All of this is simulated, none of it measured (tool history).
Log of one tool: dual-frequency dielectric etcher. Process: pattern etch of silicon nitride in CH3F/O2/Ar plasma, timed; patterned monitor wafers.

run	hour	source power (W)	bias power (W)	etch time (s)	mean etch depth across the wafer (nm)
1	0	340	77	51.5	30.309
2	8.6	360	78	51.5	31.026
3	10.2	330	78	51.5	30.201
4	15.1	350	80	51.5	31.579
5	19.1	390	80	51.5	32.774
6	20.7	350	80	51.5	31.103
7	26.1	370	81	51.5	32.054
8	34.6	380	82	51.5	32.244
9	37.6	390	83	51.5	32.489
10	39.7	400	84	51.5	33.526
11	42.4	410	84	51.5	33.401
12	49	410	84	51.5	33.609

Forecast run 13:
13	51.3	420	84	51.5	?

{"run 13": {"mean etch depth across the wafer (nm)": 33.928}}
